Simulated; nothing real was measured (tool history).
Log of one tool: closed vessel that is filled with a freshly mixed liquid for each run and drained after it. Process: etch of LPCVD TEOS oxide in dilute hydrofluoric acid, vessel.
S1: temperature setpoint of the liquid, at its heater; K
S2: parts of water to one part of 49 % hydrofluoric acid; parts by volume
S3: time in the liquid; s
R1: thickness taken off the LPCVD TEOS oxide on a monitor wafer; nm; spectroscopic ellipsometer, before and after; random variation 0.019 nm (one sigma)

Run 1, hour 0.0: S1 297.15 K, S2 175 parts by volume, S3 75 s. Result: R1 7.3033 nm.
Run 2, hour 7.0: S1 295.15 K, S2 185 parts by volume, S3 75 s. Result: R1 6.3365 nm.
Run 3, hour 7.8: S1 293.65 K, S2 190 parts by volume, S3 75 s. Result: R1 5.8024 nm.
Run 4, hour 14.2: S1 292.65 K, S2 195 parts by volume, S3 75 s. Result: R1 5.4007 nm.
Run 5, hour 16.9: S1 295.65 K, S2 195 parts by volume, S3 75 s. Result: R1 6.0797 nm.
Run 6, hour 21.3: S1 293.15 K, S2 195 parts by volume, S3 75 s. Result: R1 5.5109 nm.
At hour 25.6: hydrofluoric acid flow meter replaced.
Run 7, hour 25.6: S1 293.15 K, S2 195 parts by volume, S3 75 s. Result: R1 6.2265 nm.

Forecast run 8:
Run 8, hour 32.6: S1 293.15 K, S2 210 parts by volume, S3 75 s. Result: R1 ?.

Run 8 gave R1 5.6558 nm.

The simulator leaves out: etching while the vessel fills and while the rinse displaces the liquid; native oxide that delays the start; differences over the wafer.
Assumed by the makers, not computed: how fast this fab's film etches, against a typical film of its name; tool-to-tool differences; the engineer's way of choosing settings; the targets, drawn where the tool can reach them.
